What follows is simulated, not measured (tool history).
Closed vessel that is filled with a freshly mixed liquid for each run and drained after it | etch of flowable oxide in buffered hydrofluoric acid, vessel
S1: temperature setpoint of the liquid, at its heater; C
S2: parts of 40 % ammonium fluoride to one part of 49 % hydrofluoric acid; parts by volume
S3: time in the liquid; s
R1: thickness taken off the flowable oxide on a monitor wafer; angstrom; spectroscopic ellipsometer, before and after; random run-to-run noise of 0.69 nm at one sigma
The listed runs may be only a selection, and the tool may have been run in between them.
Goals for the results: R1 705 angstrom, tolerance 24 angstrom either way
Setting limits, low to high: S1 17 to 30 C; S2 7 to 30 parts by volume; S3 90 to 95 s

run 1 hour=0 | S1=22 S2=19 S3=90 | R1=1065.1
run 2 hour=8.8 | S1=22 S2=15 S3=90 | R1=1368.7
run 3 hour=13.7 | S1=21 S2=16.5 S3=90 | R1=1158.4
run 4 hour=17.7 | S1=20 S2=17.5 S3=90 | R1=1043.2
run 5 hour=19 | S1=17 S2=17.5 S3=90 | R1=893.63
run 6 hour=27.4 | S1=17 S2=18.5 S3=90 | R1=845.72
run 7 hour=29.1 | S1=17 S2=19 S3=90 | R1=824.81
run 8 hour=32.1 | S1=17 S2=19.5 S3=90 | R1=801.28
run 9 hour=33.8 | S1=17 S2=20 S3=90 | R1=764.08
run 10 hour=36.4 | S1=17 S2=20.5 S3=90 | R1=756.12
run 11 hour=37.2 | S1=17 S2=21 S3=90 | R1=754.22

Which one of the following 5 next-run settings gets every result inside its allowed miss? There is exactly one.
run A hour=38 | S1=17 S2=20.5 S3=95 | R1=?
run B hour=38 | S1=17 S2=19.5 S3=90 | R1=?
run C hour=38 | S1=18 S2=20.5 S3=90 | R1=?
run D hour=38 | S1=17 S2=24.5 S3=95 | R1=?
run E hour=38 | S1=17.5 S2=23.5 S3=95 | R1=?

move=A R1=802.31
move=B R1=792.76
move=C R1=804.74
move=D R1=709.24
move=E R1=751.2
A: misses by more than the last run did
B: misses by more than the last run did
C: misses by more than the last run did
D: meets every target
E: closes in on the targets versus the last run, not all within tolerance yet
Correct choice: D, which meets every target
